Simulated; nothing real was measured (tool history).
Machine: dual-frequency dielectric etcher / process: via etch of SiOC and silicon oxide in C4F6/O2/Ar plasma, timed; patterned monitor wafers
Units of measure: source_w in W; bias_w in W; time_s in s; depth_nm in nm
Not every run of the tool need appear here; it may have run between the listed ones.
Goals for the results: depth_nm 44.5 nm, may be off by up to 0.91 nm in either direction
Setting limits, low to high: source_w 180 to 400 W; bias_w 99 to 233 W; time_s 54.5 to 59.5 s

Run 1, day 0: source_w 290 W, bias_w 166 W, time_s 59.5 s. Result: depth_nm 55.398 nm.
Run 2, day 0.317: source_w 290 W, bias_w 166 W, time_s 59.5 s. Result: depth_nm 55.646 nm.
Run 3, day 0.371: source_w 290 W, bias_w 166 W, time_s 59.5 s. Result: depth_nm 55.791 nm.
Run 4, day 0.404: source_w 270 W, bias_w 154 W, time_s 59 s. Result: depth_nm 51.649 nm.
Run 5, day 0.625: source_w 250 W, bias_w 152 W, time_s 59 s. Result: depth_nm 49.25 nm.
Run 6, day 0.692: source_w 270 W, bias_w 152 W, time_s 59 s. Result: depth_nm 50.957 nm.
Run 7, day 0.783: source_w 250 W, bias_w 151 W, time_s 59 s. Result: depth_nm 49.649 nm.
Run 8, day 0.954: source_w 230 W, bias_w 150 W, time_s 59 s. Result: depth_nm 46.841 nm.
Run 9, day 1.067: source_w 220 W, bias_w 150 W, time_s 59 s. Result: depth_nm 46.491 nm.

Of the 5 settings listed for the next run, only one would bring every result within its allowed miss of target. Which one?
Run A, day 1.179: source_w 230 W, bias_w 150 W, time_s 58 s. Result: depth_nm ?.
Run B, day 1.179: source_w 240 W, bias_w 166 W, time_s 56 s. Result: depth_nm ?.
Run C, day 1.179: source_w 220 W, bias_w 166 W, time_s 58.5 s. Result: depth_nm ?.
Run D, day 1.179: source_w 260 W, bias_w 143 W, time_s 57 s. Result: depth_nm ?.
Run E, day 1.179: source_w 200 W, bias_w 169 W, time_s 56.5 s. Result: depth_nm ?.

move  depth_nm
   A    46.236
   B    47.676
   C    47.911
   D    46.942
   E    44.694
A: an improvement on the last run, though not all results are within tolerance
B: moves away from the targets compared with the last run
C: moves away from the targets compared with the last run
D: moves away from the targets compared with the last run
E: every result within its allowed miss
Go with E: it meets all targets.
